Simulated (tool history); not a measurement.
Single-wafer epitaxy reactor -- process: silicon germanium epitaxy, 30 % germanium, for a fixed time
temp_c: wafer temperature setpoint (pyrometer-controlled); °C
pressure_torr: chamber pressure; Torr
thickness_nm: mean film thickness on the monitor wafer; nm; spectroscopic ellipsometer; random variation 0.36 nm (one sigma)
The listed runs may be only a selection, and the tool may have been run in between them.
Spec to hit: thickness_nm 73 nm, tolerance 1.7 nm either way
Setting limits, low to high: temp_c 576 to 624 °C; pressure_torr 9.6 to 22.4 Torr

{"run": 1, "hour": 0.0, "temp_c": 600, "pressure_torr": 16, "thickness_nm": 55.806}
{"run": 2, "hour": 4.2, "temp_c": 603, "pressure_torr": 16.1, "thickness_nm": 59.416}
{"run": 3, "hour": 11.1, "temp_c": 597, "pressure_torr": 16.1, "thickness_nm": 52.697}
{"run": 4, "hour": 18.4, "temp_c": 603, "pressure_torr": 16.1, "thickness_nm": 59.879}
{"run": 5, "hour": 21.9, "temp_c": 605, "pressure_torr": 16.1, "thickness_nm": 61.969}
{"run": 6, "hour": 30.5, "temp_c": 607, "pressure_torr": 16.1, "thickness_nm": 64.679}
{"run": 7, "hour": 35.5, "temp_c": 607, "pressure_torr": 16.1, "thickness_nm": 64.156}
{"run": 8, "hour": 43.0, "temp_c": 615, "pressure_torr": 16.3, "thickness_nm": 75.57}
{"run": 9, "hour": 44.4, "temp_c": 614, "pressure_torr": 16.3, "thickness_nm": 74.729}

Consider the 5 candidate settings below. Which is the only one whose results all fall within their allowed miss of target?
{"run": "A", "hour": 45.8, "temp_c": 616, "pressure_torr": 13.2, "thickness_nm": "?"}
{"run": "B", "hour": 45.8, "temp_c": 614, "pressure_torr": 12.9, "thickness_nm": "?"}
{"run": "C", "hour": 45.8, "temp_c": 615, "pressure_torr": 16.2, "thickness_nm": "?"}
{"run": "D", "hour": 45.8, "temp_c": 611, "pressure_torr": 15.3, "thickness_nm": "?"}
{"run": "E", "hour": 45.8, "temp_c": 611, "pressure_torr": 22, "thickness_nm": "?"}

move=A thickness_nm=73.143
move=B thickness_nm=69.796
move=C thickness_nm=76.285
move=D thickness_nm=69.152
move=E thickness_nm=77.636
A: every result within its allowed miss
B: takes the biggest miss from the last run beyond its target
C: moves away from the targets compared with the last run
D: takes the biggest miss from the last run beyond its target
E: moves away from the targets compared with the last run
A meets every target.
